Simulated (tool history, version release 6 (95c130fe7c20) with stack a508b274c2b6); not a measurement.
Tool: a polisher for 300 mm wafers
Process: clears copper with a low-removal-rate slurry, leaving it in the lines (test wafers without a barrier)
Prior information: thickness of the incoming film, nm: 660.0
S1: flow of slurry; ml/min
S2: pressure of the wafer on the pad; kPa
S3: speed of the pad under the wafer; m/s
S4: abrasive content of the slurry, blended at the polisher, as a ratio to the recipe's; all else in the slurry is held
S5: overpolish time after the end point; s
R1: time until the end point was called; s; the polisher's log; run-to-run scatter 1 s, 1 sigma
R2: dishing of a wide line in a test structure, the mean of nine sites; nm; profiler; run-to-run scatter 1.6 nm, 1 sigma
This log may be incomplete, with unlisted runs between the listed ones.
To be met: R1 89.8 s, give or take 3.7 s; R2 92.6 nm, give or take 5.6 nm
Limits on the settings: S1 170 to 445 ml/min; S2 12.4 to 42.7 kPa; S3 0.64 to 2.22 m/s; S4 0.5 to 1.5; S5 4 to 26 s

run	day	S1	S2	S3	S4	S5	R1	R2
1	0	285	27.6	1.42	1	13	116.3	51.257
2	0.271	285	27.6	1.42	1	16	116.43	60.798
3	0.567	285	28.3	1.42	1	16	115.56	61.059
4	0.642	285	28.3	1.22	1	16	129.89	56.604
5	0.862	285	29.6	1.22	1	16	123.71	57.995
6	1.233	285	31	1.22	1	17	119.86	64.56
7	1.458	285	32.4	1.22	1	17	114.98	64.076
8	1.517	285	33.1	1.22	1	18	110.4	69.922
9	1.596	285	39.3	1.24	1	20	96.421	83.098

Exercise: of the 4 proposed moves below, exactly one satisfies all targets within the stated allowed misses. Which move is it?
A	1.675	245	38.6	1.36	1	17	?	?
B	1.675	400	40	1.16	1.1	15	?	?
C	1.675	265	39.3	1.1	1.05	17	?	?
D	1.675	305	40	1.32	1.05	21	?	?

move	R1	R2
A	92.316	74.178
B	94.657	66.836
C	103.9	68.325
D	88.918	87.646
A: meets the target for the result that was furthest off, but another lies outside its allowed miss
B: further off than the last run
C: further off than the last run
D: every result lands within tolerance
Go with D: it meets all targets.
